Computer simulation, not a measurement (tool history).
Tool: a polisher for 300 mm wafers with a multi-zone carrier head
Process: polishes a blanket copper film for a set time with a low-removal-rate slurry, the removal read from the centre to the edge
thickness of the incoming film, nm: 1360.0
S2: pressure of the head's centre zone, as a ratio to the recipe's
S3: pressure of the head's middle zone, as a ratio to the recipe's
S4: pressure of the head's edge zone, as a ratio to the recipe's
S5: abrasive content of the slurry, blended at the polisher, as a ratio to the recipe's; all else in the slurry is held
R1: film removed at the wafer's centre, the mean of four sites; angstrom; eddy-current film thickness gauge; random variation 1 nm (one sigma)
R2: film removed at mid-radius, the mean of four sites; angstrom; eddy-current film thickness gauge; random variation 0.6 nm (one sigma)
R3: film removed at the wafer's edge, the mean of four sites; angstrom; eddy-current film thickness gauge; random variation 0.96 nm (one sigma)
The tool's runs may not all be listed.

run 1 hour=0 | flow_of_slurry_(ml/min)=310 S2=1 S3=1 S4=1 S5=1 polishing_time_(s)=45 | R1=847.03 R2=862.61 R3=835.56
run 2 hour=6.5 | flow_of_slurry_(ml/min)=310 S2=0.96 S3=1 S4=1 S5=1 polishing_time_(s)=45 | R1=827.31 R2=870.59 R3=851.86
run 3 hour=9 | flow_of_slurry_(ml/min)=310 S2=0.96 S3=1 S4=0.98 S5=0.95 polishing_time_(s)=45 | R1=821.11 R2=866.91 R3=801.3
run 4 hour=13.4 | flow_of_slurry_(ml/min)=305 S2=0.95 S3=0.99 S4=0.98 S5=0.95 polishing_time_(s)=45 | R1=810.88 R2=843.48 R3=804.04
run 5 hour=19 | flow_of_slurry_(ml/min)=300 S2=0.94 S3=0.98 S4=0.97 S5=0.95 polishing_time_(s)=45 | R1=807.57 R2=848.08 R3=810
run 6 hour=23.7 | flow_of_slurry_(ml/min)=300 S2=0.94 S3=0.98 S4=0.97 S5=0.75 polishing_time_(s)=45 | R1=765.79 R2=804.65 R3=795.36
run 7 hour=25.3 | flow_of_slurry_(ml/min)=300 S2=0.94 S3=0.98 S4=0.96 S5=0.75 polishing_time_(s)=45 | R1=757.61 R2=801.74 R3=783.07

Run 8 comes next. What will it give?
run 8 hour=27.7 | flow_of_slurry_(ml/min)=300 S2=0.94 S3=0.98 S4=0.95 S5=0.75 polishing_time_(s)=45 | R1=? R2=? R3=?

R1: 769.75 angstrom
R2: 798.73 angstrom
R3: 778.78 angstrom
